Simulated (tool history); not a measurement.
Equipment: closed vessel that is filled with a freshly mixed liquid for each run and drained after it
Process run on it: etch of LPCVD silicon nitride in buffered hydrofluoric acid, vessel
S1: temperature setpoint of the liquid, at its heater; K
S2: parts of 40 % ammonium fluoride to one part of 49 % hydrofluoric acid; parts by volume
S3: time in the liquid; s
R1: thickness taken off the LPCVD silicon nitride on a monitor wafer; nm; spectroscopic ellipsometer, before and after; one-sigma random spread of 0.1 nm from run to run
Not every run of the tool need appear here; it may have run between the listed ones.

run 1 hour=0.0 | S1=295.15 S2=12.0 S3=3045 | R1=35.371
run 2 hour=3.4 | S1=294.15 S2=12.0 S3=3045 | R1=33.456
run 3 hour=12.6 | S1=293.15 S2=12.0 S3=3045 | R1=31.559
run 4 hour=15.1 | S1=293.15 S2=12.0 S3=3045 | R1=31.395
run 5 hour=21.1 | S1=293.15 S2=12.0 S3=3045 | R1=31.545
run 6 hour=27.3 | S1=293.15 S2=12.0 S3=3255 | R1=33.682
run 7 hour=29.7 | S1=292.65 S2=12.5 S3=3255 | R1=31.601
run 8 hour=35.0 | S1=292.15 S2=12.5 S3=3255 | R1=30.426

What will run 9 give?
run 9 hour=44.3 | S1=291.65 S2=12.5 S3=3255 | R1=?

R1: 29.904 nm

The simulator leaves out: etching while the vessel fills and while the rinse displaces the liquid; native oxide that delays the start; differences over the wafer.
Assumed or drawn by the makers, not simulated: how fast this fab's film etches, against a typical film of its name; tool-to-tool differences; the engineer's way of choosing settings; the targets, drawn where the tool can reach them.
